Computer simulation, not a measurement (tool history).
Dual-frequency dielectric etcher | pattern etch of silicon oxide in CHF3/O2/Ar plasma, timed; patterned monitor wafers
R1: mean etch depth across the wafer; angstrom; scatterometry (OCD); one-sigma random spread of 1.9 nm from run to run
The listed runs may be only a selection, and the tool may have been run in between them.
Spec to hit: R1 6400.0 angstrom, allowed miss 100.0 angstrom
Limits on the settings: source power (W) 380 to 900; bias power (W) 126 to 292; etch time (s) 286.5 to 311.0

run 1 hour=0.0 | source_power_(W)=640 bias_power_(W)=209 etch_time_(s)=311.0 | R1=6827.4
run 2 hour=5.6 | source_power_(W)=640 bias_power_(W)=189 etch_time_(s)=311.0 | R1=6607.4
run 3 hour=13.9 | source_power_(W)=630 bias_power_(W)=189 etch_time_(s)=311.0 | R1=6559.7
run 4 hour=17.8 | source_power_(W)=630 bias_power_(W)=189 etch_time_(s)=311.0 | R1=6588.4
run 5 hour=21.5 | source_power_(W)=630 bias_power_(W)=189 etch_time_(s)=286.5 | R1=6104.2
run 6 hour=24.9 | source_power_(W)=680 bias_power_(W)=189 etch_time_(s)=286.5 | R1=6177.2
run 7 hour=33.3 | source_power_(W)=690 bias_power_(W)=192 etch_time_(s)=286.5 | R1=6251.7
run 8 hour=38.6 | source_power_(W)=700 bias_power_(W)=193 etch_time_(s)=286.5 | R1=6270.3

Consider the 5 candidate settings below. Which is the only one whose results all fall within their allowed miss of target?
run A hour=43.9 | source_power_(W)=670 bias_power_(W)=183 etch_time_(s)=286.5 | R1=?
run B hour=43.9 | source_power_(W)=620 bias_power_(W)=189 etch_time_(s)=289.5 | R1=?
run C hour=43.9 | source_power_(W)=600 bias_power_(W)=194 etch_time_(s)=286.5 | R1=?
run D hour=43.9 | source_power_(W)=660 bias_power_(W)=210 etch_time_(s)=290.0 | R1=?
run E hour=43.9 | source_power_(W)=650 bias_power_(W)=197 etch_time_(s)=286.5 | R1=?

move=A R1=6105.0
move=B R1=6101.3
move=C R1=6033.2
move=D R1=6407.9
move=E R1=6187.2
A: moves away from the targets compared with the last run
B: moves away from the targets compared with the last run
C: moves away from the targets compared with the last run
D: every result within its allowed miss
E: moves away from the targets compared with the last run
Correct choice: D, which meets every target
